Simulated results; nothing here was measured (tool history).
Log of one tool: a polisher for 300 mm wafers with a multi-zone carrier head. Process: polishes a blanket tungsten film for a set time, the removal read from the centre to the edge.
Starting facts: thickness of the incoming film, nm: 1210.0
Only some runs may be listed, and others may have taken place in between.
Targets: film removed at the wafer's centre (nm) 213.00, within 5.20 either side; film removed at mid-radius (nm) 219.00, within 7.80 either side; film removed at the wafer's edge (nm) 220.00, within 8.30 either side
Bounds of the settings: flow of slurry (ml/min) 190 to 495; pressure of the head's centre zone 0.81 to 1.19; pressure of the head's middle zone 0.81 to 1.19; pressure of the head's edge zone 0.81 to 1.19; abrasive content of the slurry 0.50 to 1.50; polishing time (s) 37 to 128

run    day  flow of slurry (ml/min)  pressure of the head's centre zone  pressure of the head's middle zone  pressure of the head's edge zone  abrasive content of the slurry  polishing time (s)  film removed at the wafer's centre (nm)  film removed at mid-radius (nm)  film removed at the wafer's edge (nm)
  1  0.000                      320                                1.00                                1.00                              1.00                            1.00                  82                                   302.23                           295.20                                 299.78
  2  0.354                      320                                1.00                                1.00                              1.00                            1.00                  63                                   231.13                           222.56                                 228.40
  3  0.712                      315                                0.99                                1.00                              1.00                            1.00                  63                                   231.53                           221.12                                 236.31
  4  0.808                      315                                0.99                                1.00                              1.06                            1.00                  63                                   230.59                           224.30                                 238.08
  5  0.992                      315                                0.99                                1.00                              1.03                            1.00                  63                                   227.70                           221.27                                 235.11
  6  1.092                      315                                0.99                                1.00                              1.06                            1.00                  63                                   230.51                           223.64                                 235.32
  7  1.150                      315                                0.99                                1.01                              1.06                            1.00                  63                                   227.04                           221.17                                 237.80
  8  1.283                      315                                0.99                                1.01                              1.05                            1.00                  63                                   227.72                           221.97                                 241.78
  9  1.558                      315                                0.98                                1.01                              1.03                            1.00                  63                                   227.32                           223.25                                 232.60
 10  1.696                      315                                0.97                                1.01                              1.03                            1.00                  63                                   224.36                           226.32                                 228.57
 11  1.962                      310                                0.97                                1.01                              1.03                            1.00                  63                                   224.55                           224.63                                 235.79

5 next moves are on the table. One of them brings every result within its allowed miss. Which?
  A  2.229                      320                                0.92                                0.93                              0.99                            1.15                  67                                        ?                                ?                                      ?
  B  2.229                      190                                0.89                                0.96                              1.12                            1.10                  69                                        ?                                ?                                      ?
  C  2.229                      235                                0.93                                1.01                              1.01                            0.85                  72                                        ?                                ?                                      ?
  D  2.229                      300                                0.96                                1.03                              0.99                            1.00                  61                                        ?                                ?                                      ?
  E  2.229                      410                                0.98                                1.14                              0.96                            1.05                  59                                        ?                                ?                                      ?

move  film removed at the wafer's centre (nm)  film removed at mid-radius (nm)  film removed at the wafer's edge (nm)
   A                                   230.57                           226.06                                 254.73
   B                                   210.32                           219.56                                 262.19
   C                                   230.35                           236.96                                 257.22
   D                                   213.22                           214.49                                 225.82
   E                                   218.90                           230.58                                 221.25
A: further off than the last run
B: puts the biggest miss on target and leaves a different result outside tolerance
C: further off than the last run
D: every result lands within tolerance
E: closes in on the targets versus the last run, not all within tolerance yet
Correct choice: D, which meets every target
